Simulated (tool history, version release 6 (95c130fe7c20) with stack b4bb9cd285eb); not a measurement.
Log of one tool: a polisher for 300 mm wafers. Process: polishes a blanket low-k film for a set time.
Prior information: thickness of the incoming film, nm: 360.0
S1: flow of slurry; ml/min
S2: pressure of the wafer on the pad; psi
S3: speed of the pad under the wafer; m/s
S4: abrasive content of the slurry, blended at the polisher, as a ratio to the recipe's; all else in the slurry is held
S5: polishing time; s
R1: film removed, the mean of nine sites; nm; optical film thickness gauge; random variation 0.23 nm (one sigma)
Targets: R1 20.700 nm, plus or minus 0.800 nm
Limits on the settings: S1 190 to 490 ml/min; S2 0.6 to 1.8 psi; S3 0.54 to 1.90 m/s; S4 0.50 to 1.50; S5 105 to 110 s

run    day   S1   S2    S3    S4   S5      R1
  1  0.000  315  1.2  1.22  1.00  105  36.464
  2  0.092  315  1.1  1.22  1.00  105  33.806
  3  0.338  315  1.0  1.20  1.00  105  31.440
  4  0.708  260  1.0  1.20  1.00  105  30.276
  5  0.829  260  1.0  1.48  1.00  105  35.647
  6  0.975  260  1.0  1.48  1.20  105  38.537
  7  1.017  260  0.9  1.40  1.20  105  34.697
  8  1.162  260  0.9  1.32  1.20  105  32.825
  9  1.433  260  0.9  1.26  1.20  105  31.687
 10  1.471  260  0.9  1.22  1.20  105  30.807
 11  1.846  260  0.9  1.18  1.20  105  29.582
 12  2.012  255  0.9  1.16  1.20  105  29.412
 13  2.233  255  0.9  1.14  1.20  105  29.400
 14  2.371  255  0.9  1.10  1.20  105  28.297
 15  2.571  255  0.6  0.98  1.20  105  19.098

Next run, 5 choices. One meets every target within its allowed miss, the rest don't. Which?
  A  2.771  400  0.6  1.22  1.15  105   ?
  B  2.771  235  0.6  1.04  1.30  105   ?
  C  2.771  270  0.6  0.80  1.25  105   ?
  D  2.771  205  0.8  1.02  1.00  107   ?
  E  2.771  250  0.6  0.88  1.15  110   ?

move      R1
   A  23.346
   B  20.506
   C  16.644
   D  22.248
   E  18.014
A: takes the biggest miss from the last run beyond its target
B: hits every target within its allowed miss
C: lands further from the targets than the last run did
D: takes the biggest miss from the last run beyond its target
E: lands further from the targets than the last run did
The right move is B.
